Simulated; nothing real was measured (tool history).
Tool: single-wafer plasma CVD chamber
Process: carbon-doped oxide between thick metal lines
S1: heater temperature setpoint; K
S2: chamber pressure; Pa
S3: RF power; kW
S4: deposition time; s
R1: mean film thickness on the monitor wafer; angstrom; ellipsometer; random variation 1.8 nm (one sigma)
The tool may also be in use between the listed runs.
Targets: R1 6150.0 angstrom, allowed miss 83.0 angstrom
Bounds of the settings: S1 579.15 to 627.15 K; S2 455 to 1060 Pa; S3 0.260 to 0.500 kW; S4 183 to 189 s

run,hour,S1,S2,S3,S4,R1
1,0.0,603.15,757,0.380,183,7774.0
2,2.6,603.15,693,0.380,183,7677.7
3,7.5,603.15,693,0.355,183,7190.1
4,15.0,603.15,760,0.355,183,7391.5
5,19.7,603.15,884,0.355,183,7506.1
6,23.8,607.15,813,0.345,183,7171.2
7,29.4,610.15,749,0.340,183,6938.4
8,30.7,613.15,695,0.335,183,6704.1
9,37.8,615.15,657,0.335,183,6558.9
10,46.7,617.15,637,0.335,183,6506.8
11,51.6,625.15,508,0.325,183,5893.4
# hour 56.6: RF generator calibrated
12,56.6,623.15,513,0.325,183,6385.3
13,64.9,624.15,521,0.325,183,6348.4
14,68.5,625.15,521,0.320,183,6275.7

4 next moves are on the table. One of them brings every result within its allowed miss. Which?
A,72.1,622.15,599,0.295,186,?
B,72.1,625.15,488,0.320,189,?
C,72.1,621.15,511,0.320,188,?
D,72.1,624.15,545,0.330,184,?

move,R1
A,6132.8
B,6400.6
C,6486.0
D,6543.8
A: meets every target
B: further off than the last run
C: further off than the last run
D: further off than the last run
The right move is A.
